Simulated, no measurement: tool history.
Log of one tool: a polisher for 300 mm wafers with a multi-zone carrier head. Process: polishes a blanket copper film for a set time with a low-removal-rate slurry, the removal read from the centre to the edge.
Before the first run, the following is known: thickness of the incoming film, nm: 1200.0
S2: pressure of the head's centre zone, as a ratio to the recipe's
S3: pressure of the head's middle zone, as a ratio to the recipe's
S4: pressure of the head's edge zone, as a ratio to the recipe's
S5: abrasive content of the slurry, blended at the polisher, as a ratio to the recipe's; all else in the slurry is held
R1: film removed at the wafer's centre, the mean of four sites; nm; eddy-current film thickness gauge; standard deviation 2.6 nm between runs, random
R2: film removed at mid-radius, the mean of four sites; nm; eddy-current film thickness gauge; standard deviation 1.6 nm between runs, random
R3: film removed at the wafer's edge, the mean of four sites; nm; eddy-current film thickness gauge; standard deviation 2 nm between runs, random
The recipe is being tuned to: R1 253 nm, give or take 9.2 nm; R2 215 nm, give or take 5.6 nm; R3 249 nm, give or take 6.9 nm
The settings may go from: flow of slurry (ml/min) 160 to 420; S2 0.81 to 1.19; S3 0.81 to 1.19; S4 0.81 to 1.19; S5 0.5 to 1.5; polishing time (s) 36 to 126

Run 1, day 0: flow of slurry (ml/min) 270, S2 1, S3 1, S4 1, S5 1, polishing time (s) 81. Result: R1 159.31 nm, R2 158.87 nm, R3 161.97 nm.
Run 2, day 0.329: flow of slurry (ml/min) 335, S2 1, S3 1, S4 1, S5 1, polishing time (s) 81. Result: R1 164.66 nm, R2 161.39 nm, R3 165.13 nm.
Run 3, day 0.588: flow of slurry (ml/min) 340, S2 1.02, S3 0.99, S4 1.04, S5 1.1, polishing time (s) 85. Result: R1 175.58 nm, R2 174.44 nm, R3 179.91 nm.
Run 4, day 0.792: flow of slurry (ml/min) 340, S2 1.02, S3 0.99, S4 1.04, S5 1.25, polishing time (s) 85. Result: R1 181.42 nm, R2 176.13 nm, R3 182.35 nm.
Run 5, day 0.838: flow of slurry (ml/min) 340, S2 1.11, S3 0.99, S4 1.04, S5 1.25, polishing time (s) 85. Result: R1 198.98 nm, R2 177.39 nm, R3 184.03 nm.
Run 6, day 1.088: flow of slurry (ml/min) 340, S2 1.11, S3 0.99, S4 1.04, S5 1.25, polishing time (s) 74. Result: R1 172.04 nm, R2 154.06 nm, R3 159.15 nm.
Run 7, day 1.246: flow of slurry (ml/min) 340, S2 1.11, S3 0.97, S4 1.07, S5 1.3, polishing time (s) 81. Result: R1 190.21 nm, R2 165.42 nm, R3 178.63 nm.
Run 8, day 1.438: flow of slurry (ml/min) 335, S2 1.11, S3 0.97, S4 1.09, S5 1.35, polishing time (s) 86. Result: R1 205.04 nm, R2 179.75 nm, R3 191.93 nm.
Run 9, day 1.646: flow of slurry (ml/min) 345, S2 1.11, S3 0.96, S4 1.11, S5 1.4, polishing time (s) 90. Result: R1 216.19 nm, R2 187.44 nm, R3 203.71 nm.
Run 10, day 2.021: flow of slurry (ml/min) 345, S2 1.1, S3 0.95, S4 1.13, S5 1.4, polishing time (s) 93. Result: R1 221.66 nm, R2 189.67 nm, R3 211.99 nm.
Run 11, day 2.354: flow of slurry (ml/min) 345, S2 1.1, S3 0.95, S4 1.14, S5 1.4, polishing time (s) 96. Result: R1 226.66 nm, R2 200.82 nm, R3 221.87 nm.
Run 12, day 2.608: flow of slurry (ml/min) 345, S2 1.1, S3 0.94, S4 1.15, S5 1.4, polishing time (s) 98. Result: R1 229.57 nm, R2 201.8 nm, R3 228.16 nm.
Run 13, day 2.962: flow of slurry (ml/min) 345, S2 1.11, S3 0.94, S4 1.16, S5 1.4, polishing time (s) 99. Result: R1 241.95 nm, R2 204.96 nm, R3 231.83 nm.
Run 14, day 3.096: flow of slurry (ml/min) 345, S2 1.11, S3 0.94, S4 1.17, S5 1.4, polishing time (s) 100. Result: R1 235.4 nm, R2 203.26 nm, R3 233.49 nm.

5 next moves are on the table. One of them brings every result within its allowed miss. Which?
Run A, day 3.229: flow of slurry (ml/min) 365, S2 1.15, S3 1.01, S4 1.05, S5 1.35, polishing time (s) 103. Result: R1 ?, R2 ?, R3 ?.
Run B, day 3.229: flow of slurry (ml/min) 270, S2 1.1, S3 0.91, S4 1.14, S5 1.5, polishing time (s) 108. Result: R1 ?, R2 ?, R3 ?.
Run C, day 3.229: flow of slurry (ml/min) 320, S2 1.06, S3 0.93, S4 1.19, S5 1.4, polishing time (s) 93. Result: R1 ?, R2 ?, R3 ?.
Run D, day 3.229: flow of slurry (ml/min) 365, S2 1.02, S3 0.83, S4 1.19, S5 1.3, polishing time (s) 106. Result: R1 ?, R2 ?, R3 ?.
Run E, day 3.229: flow of slurry (ml/min) 355, S2 0.97, S3 1.03, S4 1.19, S5 1.45, polishing time (s) 101. Result: R1 ?, R2 ?, R3 ?.

move      R1      R2      R3
   A  251.96  221.22  223.31
   B  249.07  214.06  243.23
   C  208.15  188.02  214.21
   D  227.96  198.65   243.3
   E  210.42  222.47  235.66
A: further off than the last run
B: every result within its allowed miss
C: further off than the last run
D: the worst result of the last run now meets its target, but another is out of spec
E: further off than the last run
B is the move that brings every result within its allowed miss.
